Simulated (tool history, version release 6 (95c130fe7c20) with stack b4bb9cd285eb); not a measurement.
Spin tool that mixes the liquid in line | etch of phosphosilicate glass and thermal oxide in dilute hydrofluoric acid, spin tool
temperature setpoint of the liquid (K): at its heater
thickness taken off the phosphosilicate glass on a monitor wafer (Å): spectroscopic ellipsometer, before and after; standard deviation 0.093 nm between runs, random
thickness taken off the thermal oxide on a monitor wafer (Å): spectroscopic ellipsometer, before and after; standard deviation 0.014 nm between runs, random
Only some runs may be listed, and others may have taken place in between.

run	hour	temperature setpoint of the liquid (K)	parts of water to one part of 49 % hydrofluoric acid (parts by volume)	time under the liquid (s)	thickness taken off the phosphosilicate glass on a monitor wafer (Å)	thickness taken off the thermal oxide on a monitor wafer (Å)
1	0.0	299.15	205	30	236.14	5.2962
2	3.7	298.15	220	30	202.75	5.4807
3	4.4	295.15	220	30	183.89	4.1011
4	11.0	295.15	190	30	219.35	4.6758
5	13.8	295.15	250	30	154.66	3.7291
6	14.3	295.15	320	30	113.86	2.7288

The next listed run, before its measurement:
7	17.7	294.65	320	30	?	?

{"run 7": {"thickness taken off the phosphosilicate glass on a monitor wafer (Å)": 112.53, "thickness taken off the thermal oxide on a monitor wafer (Å)": 2.4739}}
